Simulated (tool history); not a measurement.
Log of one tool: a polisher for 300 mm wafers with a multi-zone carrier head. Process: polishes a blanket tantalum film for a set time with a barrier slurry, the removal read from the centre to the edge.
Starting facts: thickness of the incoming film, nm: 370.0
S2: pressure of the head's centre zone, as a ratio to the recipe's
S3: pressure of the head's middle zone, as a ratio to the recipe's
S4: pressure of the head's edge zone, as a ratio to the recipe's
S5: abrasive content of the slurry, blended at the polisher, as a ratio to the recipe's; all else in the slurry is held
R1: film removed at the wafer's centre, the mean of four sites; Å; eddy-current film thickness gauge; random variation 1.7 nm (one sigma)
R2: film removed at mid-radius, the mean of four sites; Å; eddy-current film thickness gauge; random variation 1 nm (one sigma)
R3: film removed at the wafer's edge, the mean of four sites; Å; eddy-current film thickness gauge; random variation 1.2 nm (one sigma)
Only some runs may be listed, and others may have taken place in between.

{"run": 1, "hour": 0.0, "flow of slurry (ml/min)": 235, "S2": 1.0, "S3": 1.0, "S4": 1.0, "S5": 1.0, "polishing time (s)": 52, "R1": 1045.7, "R2": 1009.9, "R3": 993.75}
{"run": 2, "hour": 1.5, "flow of slurry (ml/min)": 235, "S2": 1.0, "S3": 1.0, "S4": 1.0, "S5": 1.15, "polishing time (s)": 52, "R1": 1085.1, "R2": 1047.5, "R3": 1049.6}
{"run": 3, "hour": 4.9, "flow of slurry (ml/min)": 235, "S2": 1.0, "S3": 1.0, "S4": 1.0, "S5": 1.15, "polishing time (s)": 42, "R1": 869.76, "R2": 841.67, "R3": 843.94}
{"run": 4, "hour": 10.8, "flow of slurry (ml/min)": 235, "S2": 1.0, "S3": 1.0, "S4": 1.0, "S5": 1.15, "polishing time (s)": 35, "R1": 737.92, "R2": 707.48, "R3": 690.21}
{"run": 5, "hour": 18.5, "flow of slurry (ml/min)": 235, "S2": 1.0, "S3": 1.0, "S4": 1.0, "S5": 1.15, "polishing time (s)": 24, "R1": 493.57, "R2": 482.14, "R3": 479.23}
{"run": 6, "hour": 23.9, "flow of slurry (ml/min)": 245, "S2": 1.02, "S3": 1.03, "S4": 1.01, "S5": 1.2, "polishing time (s)": 28, "R1": 593.38, "R2": 597.14, "R3": 573.67}
{"run": 7, "hour": 32.2, "flow of slurry (ml/min)": 250, "S2": 1.05, "S3": 1.04, "S4": 1.0, "S5": 1.25, "polishing time (s)": 31, "R1": 708.06, "R2": 659.61, "R3": 624.16}
{"run": 8, "hour": 40.7, "flow of slurry (ml/min)": 250, "S2": 1.05, "S3": 1.04, "S4": 1.0, "S5": 1.25, "polishing time (s)": 31, "R1": 693.72, "R2": 666.09, "R3": 636.53}

For run 9, what comes out?
{"run": 9, "hour": 47.5, "flow of slurry (ml/min)": 260, "S2": 1.07, "S3": 1.06, "S4": 1.01, "S5": 1.3, "polishing time (s)": 33, "R1": "?", "R2": "?", "R3": "?"}

Run 9 gave R1 748.16 Å, R2 735.17 Å, R3 670.02 Å.

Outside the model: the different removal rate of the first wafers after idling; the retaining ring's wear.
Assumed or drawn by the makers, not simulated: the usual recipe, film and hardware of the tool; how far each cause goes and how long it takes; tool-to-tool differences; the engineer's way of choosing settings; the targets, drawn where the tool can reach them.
